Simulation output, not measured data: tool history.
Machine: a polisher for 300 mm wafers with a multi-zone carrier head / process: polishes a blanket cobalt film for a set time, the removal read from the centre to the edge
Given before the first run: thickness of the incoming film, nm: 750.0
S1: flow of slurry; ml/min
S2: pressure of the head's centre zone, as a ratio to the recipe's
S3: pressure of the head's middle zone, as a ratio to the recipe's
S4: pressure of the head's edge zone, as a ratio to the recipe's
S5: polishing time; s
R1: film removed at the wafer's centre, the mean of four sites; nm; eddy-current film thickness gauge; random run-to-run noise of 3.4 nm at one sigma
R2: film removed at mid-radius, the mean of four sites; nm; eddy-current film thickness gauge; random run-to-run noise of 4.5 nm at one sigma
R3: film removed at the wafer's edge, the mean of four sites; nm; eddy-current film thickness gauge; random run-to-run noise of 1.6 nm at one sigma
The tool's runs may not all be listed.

Run 1, hour 0.0: S1 290 ml/min, S2 1.00, S3 1.00, S4 1.00, S5 46 s. Result: R1 212.56 nm, R2 218.82 nm, R3 210.61 nm.
Run 2, hour 1.6: S1 305 ml/min, S2 1.05, S3 1.05, S4 1.03, S5 48 s. Result: R1 235.77 nm, R2 231.73 nm, R3 223.70 nm.
Run 3, hour 4.1: S1 305 ml/min, S2 1.05, S3 1.05, S4 1.09, S5 48 s. Result: R1 233.55 nm, R2 232.82 nm, R3 231.93 nm.
Run 4, hour 8.1: S1 315 ml/min, S2 1.07, S3 1.09, S4 1.07, S5 50 s. Result: R1 249.63 nm, R2 247.77 nm, R3 238.71 nm.
Run 5, hour 15.3: S1 315 ml/min, S2 1.07, S3 1.09, S4 1.14, S5 50 s. Result: R1 248.43 nm, R2 250.26 nm, R3 246.10 nm.
Run 6, hour 20.7: S1 245 ml/min, S2 1.07, S3 1.09, S4 1.14, S5 50 s. Result: R1 244.02 nm, R2 244.10 nm, R3 242.05 nm.

Predict the results of run 7:
Run 7, hour 25.2: S1 260 ml/min, S2 1.09, S3 1.12, S4 1.11, S5 52 s. Result: R1 ?, R2 ?, R3 ?.

Run 7 gave R1 264.96 nm, R2 265.53 nm, R3 250.10 nm.
